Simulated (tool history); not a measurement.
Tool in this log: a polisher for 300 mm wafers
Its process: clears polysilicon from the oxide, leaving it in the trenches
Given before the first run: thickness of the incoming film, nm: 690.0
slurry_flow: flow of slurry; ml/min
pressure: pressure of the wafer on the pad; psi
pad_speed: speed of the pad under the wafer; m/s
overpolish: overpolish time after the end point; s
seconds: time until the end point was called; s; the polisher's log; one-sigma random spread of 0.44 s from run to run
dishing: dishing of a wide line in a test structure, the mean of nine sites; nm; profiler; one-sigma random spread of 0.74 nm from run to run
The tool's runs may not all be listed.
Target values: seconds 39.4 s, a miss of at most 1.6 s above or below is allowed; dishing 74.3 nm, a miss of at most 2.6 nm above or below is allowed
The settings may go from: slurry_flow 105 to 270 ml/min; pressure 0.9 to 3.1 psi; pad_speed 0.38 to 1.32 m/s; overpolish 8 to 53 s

run 1 hour=0 | slurry_flow=175 pressure=2 pad_speed=0.84 overpolish=27 | seconds=68.058 dishing=71.529
run 2 hour=7.7 | slurry_flow=200 pressure=2 pad_speed=0.84 overpolish=27 | seconds=67.402 dishing=72.389
run 3 hour=10.7 | slurry_flow=200 pressure=2 pad_speed=0.84 overpolish=36 | seconds=67.206 dishing=74.461
run 4 hour=17.4 | slurry_flow=195 pressure=2.3 pad_speed=0.84 overpolish=32 | seconds=62.267 dishing=72.952
run 5 hour=20.8 | slurry_flow=195 pressure=2.5 pad_speed=0.9 overpolish=32 | seconds=53.712 dishing=73.402
run 6 hour=22.4 | slurry_flow=195 pressure=2.7 pad_speed=0.92 overpolish=32 | seconds=48.955 dishing=74.254
run 7 hour=29.5 | slurry_flow=195 pressure=2.8 pad_speed=0.94 overpolish=31 | seconds=47.714 dishing=72.241
run 8 hour=32.5 | slurry_flow=195 pressure=2.9 pad_speed=0.96 overpolish=33 | seconds=44.836 dishing=74.489
run 9 hour=36.6 | slurry_flow=195 pressure=3 pad_speed=0.98 overpolish=33 | seconds=42.93 dishing=73.751
run 10 hour=43.5 | slurry_flow=195 pressure=3 pad_speed=1 overpolish=33 | seconds=43.708 dishing=75.017

Which single option among these 4 for the next run brings every result within its allowed miss of target? Just one does.
run A hour=50.4 | slurry_flow=205 pressure=3.1 pad_speed=1.16 overpolish=35 | seconds=? dishing=?
run B hour=50.4 | slurry_flow=230 pressure=2.5 pad_speed=1.12 overpolish=38 | seconds=? dishing=?
run C hour=50.4 | slurry_flow=120 pressure=2.7 pad_speed=1.22 overpolish=47 | seconds=? dishing=?
run D hour=50.4 | slurry_flow=200 pressure=3.1 pad_speed=1.06 overpolish=25 | seconds=? dishing=?

move=A seconds=36.142 dishing=74.632
move=B seconds=43.971 dishing=74.606
move=C seconds=42.921 dishing=74.644
move=D seconds=38.822 dishing=74.361
A: takes the biggest miss from the last run beyond its target
B: the biggest miss grows against the last run
C: nearer the targets than the last run, but a result is still out of spec
D: meets every target
Answer: D
